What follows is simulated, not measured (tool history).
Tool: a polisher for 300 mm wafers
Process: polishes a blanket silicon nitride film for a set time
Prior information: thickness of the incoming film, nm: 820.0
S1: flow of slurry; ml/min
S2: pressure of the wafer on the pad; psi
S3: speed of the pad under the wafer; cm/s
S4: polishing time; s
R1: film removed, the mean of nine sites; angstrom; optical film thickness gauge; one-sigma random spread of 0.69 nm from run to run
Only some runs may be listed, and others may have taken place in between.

run 1 hour=0 | S1=185 S2=2.7 S3=112 S4=51 | R1=600.61
run 2 hour=7.6 | S1=185 S2=2.7 S3=112 S4=51 | R1=576.72
run 3 hour=13.1 | S1=185 S2=2.7 S3=112 S4=51 | R1=589.11
run 4 hour=18.1 | S1=185 S2=2.7 S3=126 S4=51 | R1=633.57
run 5 hour=23.4 | S1=185 S2=2.7 S3=126 S4=53 | R1=667.86
run 6 hour=24.8 | S1=185 S2=2.5 S3=124 S4=53 | R1=614.73
run 7 hour=26.5 | S1=185 S2=2.3 S3=124 S4=53 | R1=556.57

What will run 8 give?
run 8 hour=29.9 | S1=185 S2=2.2 S3=124 S4=53 | R1=?

R1: 550.38 angstrom
